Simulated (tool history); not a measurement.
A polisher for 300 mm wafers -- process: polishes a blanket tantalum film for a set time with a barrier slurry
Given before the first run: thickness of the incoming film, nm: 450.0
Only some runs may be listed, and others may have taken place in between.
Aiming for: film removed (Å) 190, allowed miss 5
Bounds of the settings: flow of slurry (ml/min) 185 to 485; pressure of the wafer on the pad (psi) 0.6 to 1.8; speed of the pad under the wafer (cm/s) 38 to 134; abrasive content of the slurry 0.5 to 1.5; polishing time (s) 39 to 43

run    day  flow of slurry (ml/min)  pressure of the wafer on the pad (psi)  speed of the pad under the wafer (cm/s)  abrasive content of the slurry  polishing time (s)  film removed (Å)
  1      0                      310                                     1.2                                       86                               1                  43            346.34
  2  0.088                      310                                     1.2                                       86                             0.8                  43             324.3
  3  0.271                      310                                     1.1                                       86                             0.8                  43             293.5
  4  0.562                      310                                     1.1                                       98                             0.8                  43            338.88
  5  0.817                      310                                       1                                       96                             0.8                  43            300.77
  6  0.879                      310                                     0.9                                       94                             0.8                  43            267.46
  7   0.95                      310                                     0.8                                       94                             0.8                  43            238.44
  8   1.05                      305                                     0.7                                       92                             0.8                  43            206.41
  9  1.133                      300                                     0.7                                       92                             0.8                  43            205.57

4 candidate next runs follow, results not yet known. Just one meets every target within its allowed miss. Identify it.
  A  1.217                      285                                     0.9                                       74                             0.8                  41                 ?
  B  1.217                      210                                     0.8                                       94                             0.6                  40                 ?
  C  1.217                      295                                     0.7                                       84                            0.95                  43                 ?
  D  1.217                      220                                     0.6                                      122                            0.65                  43                 ?

move  film removed (Å)
   A            198.46
   B            187.11
   C            196.68
   D            205.72
A: closer than the last run, but not yet in spec
B: hits every target within its allowed miss
C: closer than the last run, but not yet in spec
D: just as far off the targets as the last run
So the answer is move B, the one that meets all the targets.
